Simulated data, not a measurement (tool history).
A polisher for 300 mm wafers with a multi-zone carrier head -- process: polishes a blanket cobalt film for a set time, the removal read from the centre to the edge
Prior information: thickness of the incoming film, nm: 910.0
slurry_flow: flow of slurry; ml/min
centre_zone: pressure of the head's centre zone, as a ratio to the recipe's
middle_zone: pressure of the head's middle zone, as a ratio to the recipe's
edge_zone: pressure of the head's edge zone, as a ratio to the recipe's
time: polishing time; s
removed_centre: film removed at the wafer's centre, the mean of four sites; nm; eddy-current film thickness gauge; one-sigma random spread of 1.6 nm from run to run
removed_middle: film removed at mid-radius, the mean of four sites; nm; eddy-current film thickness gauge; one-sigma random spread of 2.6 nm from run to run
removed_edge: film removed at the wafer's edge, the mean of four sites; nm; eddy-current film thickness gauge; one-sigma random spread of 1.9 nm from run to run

run 1 hour=0.0 | slurry_flow=205 centre_zone=1.00 middle_zone=1.00 edge_zone=1.00 time=60 | removed_centre=252.05 removed_middle=254.23 removed_edge=257.67
run 2 hour=4.0 | slurry_flow=205 centre_zone=1.00 middle_zone=1.00 edge_zone=1.00 time=66 | removed_centre=280.36 removed_middle=285.49 removed_edge=281.70
run 3 hour=6.5 | slurry_flow=205 centre_zone=1.00 middle_zone=1.00 edge_zone=1.05 time=66 | removed_centre=274.91 removed_middle=284.65 removed_edge=284.05
run 4 hour=15.2 | slurry_flow=205 centre_zone=1.00 middle_zone=1.05 edge_zone=1.05 time=66 | removed_centre=278.93 removed_middle=299.56 removed_edge=284.46
run 5 hour=18.4 | slurry_flow=195 centre_zone=0.96 middle_zone=1.07 edge_zone=1.04 time=63 | removed_centre=250.16 removed_middle=290.21 removed_edge=274.00
run 6 hour=24.7 | slurry_flow=195 centre_zone=0.94 middle_zone=1.08 edge_zone=1.02 time=60 | removed_centre=238.66 removed_middle=274.31 removed_edge=256.65
run 7 hour=31.6 | slurry_flow=185 centre_zone=0.91 middle_zone=1.10 edge_zone=1.02 time=58 | removed_centre=220.23 removed_middle=270.81 removed_edge=245.36
run 8 hour=40.4 | slurry_flow=180 centre_zone=0.89 middle_zone=1.10 edge_zone=1.02 time=57 | removed_centre=206.77 removed_middle=262.43 removed_edge=240.12

Run 9 has not been measured yet. What should we expect?
run 9 hour=48.4 | slurry_flow=175 centre_zone=0.88 middle_zone=1.10 edge_zone=1.01 time=57 | removed_centre=? removed_middle=? removed_edge=?

{"run 9": {"removed_centre": 206.12, "removed_middle": 263.44, "removed_edge": 239.69}}

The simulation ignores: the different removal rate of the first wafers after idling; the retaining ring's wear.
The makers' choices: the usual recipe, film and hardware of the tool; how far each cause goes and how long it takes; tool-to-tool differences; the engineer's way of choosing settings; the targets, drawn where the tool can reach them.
